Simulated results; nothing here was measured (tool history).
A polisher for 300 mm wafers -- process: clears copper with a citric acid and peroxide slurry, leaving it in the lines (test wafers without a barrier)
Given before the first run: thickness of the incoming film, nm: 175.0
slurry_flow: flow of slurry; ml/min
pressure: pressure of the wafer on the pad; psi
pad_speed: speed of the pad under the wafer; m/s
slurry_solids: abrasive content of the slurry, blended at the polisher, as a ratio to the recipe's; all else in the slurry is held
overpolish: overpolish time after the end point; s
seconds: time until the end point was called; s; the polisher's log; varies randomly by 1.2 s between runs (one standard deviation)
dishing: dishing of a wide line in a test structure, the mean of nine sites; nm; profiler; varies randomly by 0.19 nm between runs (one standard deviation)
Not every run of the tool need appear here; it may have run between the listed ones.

run  hour  slurry_flow  pressure  pad_speed  slurry_solids  overpolish  seconds  dishing
  1   0.0          295       2.4       1.24           1.00          21   87.957   33.578
  2   8.4          295       2.0       1.28           1.00          16   98.109   23.161
  3  10.4          295       2.0       1.28           1.00          25   96.757   33.725
  4  12.4          295       2.6       1.28           1.00          25   78.203   42.292
  5  17.9          260       2.1       1.36           0.85          19   93.923   29.477
  6  23.1          260       2.5       1.36           0.85          19   80.585   31.714
  7  29.7          300       2.1       1.34           0.90          15   93.898   22.874
  8  32.8          350       1.8       1.40           0.80          12   99.636   17.087

Forecast run 9:
  9  38.7          385       1.6       1.40           0.70          10        ?        ?

seconds: 114.040 s
dishing: 12.801 nm
